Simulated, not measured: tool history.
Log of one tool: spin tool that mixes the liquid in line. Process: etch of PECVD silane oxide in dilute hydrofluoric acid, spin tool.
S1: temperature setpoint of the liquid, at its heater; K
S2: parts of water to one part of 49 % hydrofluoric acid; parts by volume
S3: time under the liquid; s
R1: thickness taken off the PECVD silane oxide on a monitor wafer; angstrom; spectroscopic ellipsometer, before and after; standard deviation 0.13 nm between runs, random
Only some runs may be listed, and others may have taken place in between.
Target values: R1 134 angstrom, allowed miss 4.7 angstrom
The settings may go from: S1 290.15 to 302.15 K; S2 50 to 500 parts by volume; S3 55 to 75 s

Run 1, day 0: S1 294.15 K, S2 275 parts by volume, S3 75 s. Result: R1 52.861 angstrom.
Run 2, day 0.304: S1 296.65 K, S2 225 parts by volume, S3 75 s. Result: R1 74.562 angstrom.
Run 3, day 0.638: S1 296.65 K, S2 225 parts by volume, S3 75 s. Result: R1 74.581 angstrom.
Run 4, day 0.829: S1 296.65 K, S2 225 parts by volume, S3 75 s. Result: R1 74.68 angstrom.
Run 5, day 0.896: S1 298.15 K, S2 200 parts by volume, S3 75 s. Result: R1 91.163 angstrom.
Run 6, day 0.938: S1 300.65 K, S2 200 parts by volume, S3 75 s. Result: R1 99.305 angstrom.
Run 7, day 1.05: S1 301.15 K, S2 185 parts by volume, S3 75 s. Result: R1 111.74 angstrom.
Run 8, day 1.167: S1 301.65 K, S2 175 parts by volume, S3 75 s. Result: R1 121.84 angstrom.
Run 9, day 1.192: S1 302.15 K, S2 155 parts by volume, S3 75 s. Result: R1 145.76 angstrom.
Run 10, day 1.521: S1 301.65 K, S2 155 parts by volume, S3 75 s. Result: R1 141.28 angstrom.

Exactly one of the 4 candidate moves below puts every result within its allowed miss. Which one?
Run A, day 1.85: S1 302.15 K, S2 150 parts by volume, S3 75 s. Result: R1 ?.
Run B, day 1.85: S1 302.15 K, S2 155 parts by volume, S3 70 s. Result: R1 ?.
Run C, day 1.85: S1 302.15 K, S2 155 parts by volume, S3 75 s. Result: R1 ?.
Run D, day 1.85: S1 301.65 K, S2 150 parts by volume, S3 75 s. Result: R1 ?.

move      R1
   A  151.15
   B  135.66
   C  145.35
   D  148.43
A: its largest miss is bigger than the last run's
B: every result lands within tolerance
C: its largest miss is bigger than the last run's
D: its largest miss is bigger than the last run's
So the answer is move B, the one that meets all the targets.

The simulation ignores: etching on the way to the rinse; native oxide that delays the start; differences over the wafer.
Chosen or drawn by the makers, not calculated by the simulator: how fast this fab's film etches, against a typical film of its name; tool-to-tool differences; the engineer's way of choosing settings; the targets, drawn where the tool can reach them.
